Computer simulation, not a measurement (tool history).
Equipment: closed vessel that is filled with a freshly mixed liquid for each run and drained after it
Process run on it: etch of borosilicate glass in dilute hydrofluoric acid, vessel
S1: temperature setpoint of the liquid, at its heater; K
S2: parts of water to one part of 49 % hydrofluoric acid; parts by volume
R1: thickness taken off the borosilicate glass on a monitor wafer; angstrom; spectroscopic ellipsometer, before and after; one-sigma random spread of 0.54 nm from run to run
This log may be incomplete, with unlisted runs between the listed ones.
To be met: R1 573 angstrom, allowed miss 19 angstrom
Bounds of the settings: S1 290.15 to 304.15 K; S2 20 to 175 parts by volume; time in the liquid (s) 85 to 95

run 1 hour=0 | S1=296.15 S2=95 time_in_the_liquid_(s)=85 | R1=327.23
run 2 hour=6.5 | S1=297.65 S2=95 time_in_the_liquid_(s)=85 | R1=351.08
run 3 hour=14 | S1=300.65 S2=95 time_in_the_liquid_(s)=85 | R1=395.6
run 4 hour=16.3 | S1=300.65 S2=115 time_in_the_liquid_(s)=85 | R1=313.19
run 5 hour=17.8 | S1=298.15 S2=115 time_in_the_liquid_(s)=85 | R1=283.15
run 6 hour=23.3 | S1=298.15 S2=115 time_in_the_liquid_(s)=85 | R1=287.33
run 7 hour=27.9 | S1=299.65 S2=105 time_in_the_liquid_(s)=85 | R1=332.39
run 8 hour=29.5 | S1=300.65 S2=95 time_in_the_liquid_(s)=85 | R1=394.12
run 9 hour=30.6 | S1=301.65 S2=90 time_in_the_liquid_(s)=85 | R1=432.41
run 10 hour=39.6 | S1=302.15 S2=85 time_in_the_liquid_(s)=85 | R1=468.11
run 11 hour=44.4 | S1=302.65 S2=80 time_in_the_liquid_(s)=85 | R1=520.23

Next run, 5 choices. One meets every target within its allowed miss, the rest don't. Which?
run A hour=49.2 | S1=303.65 S2=70 time_in_the_liquid_(s)=85 | R1=?
run B hour=49.2 | S1=301.15 S2=80 time_in_the_liquid_(s)=85 | R1=?
run C hour=49.2 | S1=299.65 S2=65 time_in_the_liquid_(s)=90 | R1=?
run D hour=49.2 | S1=303.15 S2=75 time_in_the_liquid_(s)=95 | R1=?
run E hour=49.2 | S1=304.15 S2=80 time_in_the_liquid_(s)=90 | R1=?

move=A R1=607.85
move=B R1=476.01
move=C R1=597.07
move=D R1=617.42
move=E R1=565.44
A: pushes the last run's worst result past its target
B: its largest miss is bigger than the last run's
C: pushes the last run's worst result past its target
D: pushes the last run's worst result past its target
E: all results in spec
Go with E: it meets all targets.
